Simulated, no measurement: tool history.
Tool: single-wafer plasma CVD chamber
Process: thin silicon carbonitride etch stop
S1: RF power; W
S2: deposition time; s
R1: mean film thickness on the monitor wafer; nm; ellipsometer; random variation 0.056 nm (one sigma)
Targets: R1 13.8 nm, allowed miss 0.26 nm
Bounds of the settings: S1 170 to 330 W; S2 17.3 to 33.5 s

| run | day | S1 | S2 | R1 |
|---|---|---|---|---|
| 1 | 0 | 250 | 25.4 | 16.321 |
| 2 | 0.117 | 250 | 22.2 | 14.18 |
| 3 | 0.212 | 245 | 22.1 | 14.062 |
| 4 | 0.3 | 245 | 19.3 | 12.26 |
| 5 | 0.625 | 260 | 19.5 | 12.627 |
| 6 | 0.842 | 260 | 17.3 | 11.164 |
| 7 | 0.929 | 265 | 18.2 | 11.871 |
| 8 | 1.296 | 275 | 18.7 | 12.304 |
| 9 | 1.362 | 275 | 18.7 | 12.34 |
| 10 | 1.471 | 315 | 20.8 | 14.199 |
| 11 | 1.533 | 310 | 20.7 | 14.134 |

4 next moves are on the table. One of them brings every result within its allowed miss. Which?
| A | 1.596 | 320 | 20 | ? |
| B | 1.596 | 315 | 21.1 | ? |
| C | 1.596 | 320 | 21.3 | ? |
| D | 1.596 | 315 | 21.2 | ? |

| move | R1 |
|---|---|
| A | 13.766 |
| B | 14.459 |
| C | 14.661 |
| D | 14.527 |
A: meets every target
B: further off than the last run
C: further off than the last run
D: further off than the last run
The right move is A.
